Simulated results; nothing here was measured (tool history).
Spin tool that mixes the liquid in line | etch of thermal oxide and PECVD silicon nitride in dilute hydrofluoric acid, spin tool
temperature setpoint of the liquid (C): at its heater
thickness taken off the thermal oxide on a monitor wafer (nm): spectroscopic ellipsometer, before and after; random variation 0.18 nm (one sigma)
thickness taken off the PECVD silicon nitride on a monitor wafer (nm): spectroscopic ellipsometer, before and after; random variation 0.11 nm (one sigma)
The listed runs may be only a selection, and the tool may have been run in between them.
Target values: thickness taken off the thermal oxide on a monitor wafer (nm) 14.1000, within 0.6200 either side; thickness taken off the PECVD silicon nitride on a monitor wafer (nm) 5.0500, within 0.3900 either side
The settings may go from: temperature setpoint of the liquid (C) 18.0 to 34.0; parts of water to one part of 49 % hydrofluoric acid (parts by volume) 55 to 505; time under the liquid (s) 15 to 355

run,hour,temperature setpoint of the liquid (C),parts of water to one part of 49 % hydrofluoric acid (parts by volume),time under the liquid (s),thickness taken off the thermal oxide on a monitor wafer (nm),thickness taken off the PECVD silicon nitride on a monitor wafer (nm)
1,0.0,26.0,280,180,2.5709,1.3192
2,8.2,24.0,280,180,2.5227,1.2094
3,10.7,23.5,235,205,3.4464,1.5236
4,19.7,23.5,235,275,4.4643,2.0421
5,22.2,23.5,195,290,6.0109,2.5630
6,28.7,21.0,195,290,5.5744,2.1939
7,37.0,21.5,165,300,7.0597,2.8666
8,40.9,19.0,55,345,25.7550,8.0142
9,48.2,19.5,70,345,19.4950,6.5435
10,52.3,19.5,80,345,17.3050,5.7276
11,56.9,20.0,85,345,16.1730,5.6951
12,65.7,20.0,90,345,15.7630,5.1281
13,69.1,20.5,90,345,15.6600,5.6981
14,77.9,19.5,115,345,11.4700,4.0217
15,84.8,20.0,115,330,11.0190,4.1015

Below are 5 possible settings for the next run. Only one of them brings all results inside the allowed miss of their targets. Which is it?
A,91.7,18.0,55,135,?,?
B,91.7,20.0,110,350,?,?
C,91.7,20.0,100,320,?,?
D,91.7,23.5,135,350,?,?
E,91.7,21.5,90,305,?,?

move,thickness taken off the thermal oxide on a monitor wafer (nm),thickness taken off the PECVD silicon nitride on a monitor wafer (nm)
A,9.2111,3.0237
B,12.2090,4.5846
C,12.4150,4.6002
D,11.1180,4.7332
E,14.1420,5.3809
A: its largest miss is bigger than the last run's
B: gains on the last run, yet a result remains outside its allowed miss
C: gains on the last run, yet a result remains outside its allowed miss
D: as far off as the last run
E: all results in spec
The right move is E.
